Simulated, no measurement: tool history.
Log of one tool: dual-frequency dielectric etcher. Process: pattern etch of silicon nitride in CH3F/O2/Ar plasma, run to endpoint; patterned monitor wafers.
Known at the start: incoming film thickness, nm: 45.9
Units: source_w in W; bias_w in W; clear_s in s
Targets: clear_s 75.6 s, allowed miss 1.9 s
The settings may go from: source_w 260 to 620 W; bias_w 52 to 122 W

run  hour  source_w  bias_w  clear_s
  1     0       440      87   60.032
  2   7.6       410      83   62.173
  3  15.4       390      79   64.538
  4  23.8       390      92   61.203
  5  26.2       370      88   64.166
  6  32.5       370      72   68.327
  7  41.3       280      64   80.216
  8  42.8       280      64    79.53
  9  46.8       330      68   72.592

Which of these 5 next moves meets every target?
  A  50.8       310      66        ?
  B  50.8       340      74        ?
  C  50.8       340      66        ?
  D  50.8       350      62        ?
  E  50.8       340      69        ?

move  clear_s
   A   74.738
   B   69.453
   C   71.507
   D   71.622
   E   70.714
A: meets every target
B: further off than the last run
C: further off than the last run
D: further off than the last run
E: further off than the last run
Move A is the one to make.
